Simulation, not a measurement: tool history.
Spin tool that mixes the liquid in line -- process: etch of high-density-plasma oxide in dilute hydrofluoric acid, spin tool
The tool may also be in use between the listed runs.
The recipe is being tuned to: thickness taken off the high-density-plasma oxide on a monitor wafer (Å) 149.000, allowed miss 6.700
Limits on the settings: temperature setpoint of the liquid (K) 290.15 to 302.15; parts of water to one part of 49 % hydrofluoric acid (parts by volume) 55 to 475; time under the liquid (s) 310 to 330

| run | day | temperature setpoint of the liquid (K) | parts of water to one part of 49 % hydrofluoric acid (parts by volume) | time under the liquid (s) | thickness taken off the high-density-plasma oxide on a monitor wafer (Å) |
|---|---|---|---|---|---|
| 1 | 0.000 | 294.15 | 265 | 310 | 45.294 |
| 2 | 0.300 | 294.65 | 245 | 310 | 51.468 |
| 3 | 0.492 | 295.15 | 230 | 310 | 55.773 |
| 4 | 0.567 | 295.65 | 215 | 310 | 63.128 |
| 5 | 0.888 | 296.15 | 205 | 310 | 66.277 |
| 6 | 1.192 | 296.15 | 240 | 310 | 54.644 |
| 7 | 1.271 | 296.65 | 220 | 310 | 61.847 |
| 8 | 1.567 | 297.15 | 205 | 310 | 69.722 |
| 9 | 1.604 | 297.65 | 195 | 310 | 75.066 |
| 10 | 1.688 | 298.15 | 185 | 310 | 82.253 |
| 11 | 1.883 | 298.65 | 175 | 310 | 89.553 |
| 12 | 2.233 | 299.15 | 170 | 310 | 94.376 |
| 13 | 2.417 | 299.65 | 165 | 310 | 100.210 |
| 14 | 2.492 | 302.15 | 90 | 310 | 220.160 |

Exercise: of the 4 proposed moves below, exactly one satisfies all targets within the stated allowed misses. Which move is it?
| A | 2.567 | 300.15 | 120 | 320 | ? |
| B | 2.567 | 301.65 | 135 | 310 | ? |
| C | 2.567 | 301.65 | 140 | 325 | ? |
| D | 2.567 | 298.15 | 125 | 310 | ? |

| move | thickness taken off the high-density-plasma oxide on a monitor wafer (Å) |
|---|---|
| A | 151.650 |
| B | 135.490 |
| C | 136.090 |
| D | 129.840 |
A: hits every target within its allowed miss
B: takes the biggest miss from the last run beyond its target
C: takes the biggest miss from the last run beyond its target
D: takes the biggest miss from the last run beyond its target
Go with A: it meets all targets.
